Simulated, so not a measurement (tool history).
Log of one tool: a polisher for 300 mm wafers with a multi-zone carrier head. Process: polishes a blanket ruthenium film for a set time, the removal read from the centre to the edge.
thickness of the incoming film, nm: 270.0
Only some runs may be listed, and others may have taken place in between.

run,hour,flow of slurry (ml/min),pressure of the head's centre zone,pressure of the head's middle zone,pressure of the head's edge zone,polishing time (s),film removed at the wafer's centre (angstrom),film removed at mid-radius (angstrom),film removed at the wafer's edge (angstrom)
1,0.0,215,1.00,1.00,1.00,88,551.89,562.26,543.78
2,2.8,215,1.00,1.00,1.00,109,690.76,702.43,677.79
3,4.6,205,0.99,0.96,0.98,103,642.16,629.57,641.21
4,13.3,205,0.99,0.94,0.96,97,606.64,576.35,595.04
5,15.2,230,0.99,0.94,0.96,97,613.99,586.63,587.14
6,22.4,230,0.97,0.91,0.94,94,582.64,552.64,573.77
7,31.1,230,0.96,0.89,0.92,91,558.71,527.57,542.00

The next listed run, before its measurement:
8,38.0,230,0.96,0.89,0.92,91,?,?,?

{"run 8": {"film removed at the wafer's centre (angstrom)": 567.08, "film removed at mid-radius (angstrom)": 523.69, "film removed at the wafer's edge (angstrom)": 556.39}}
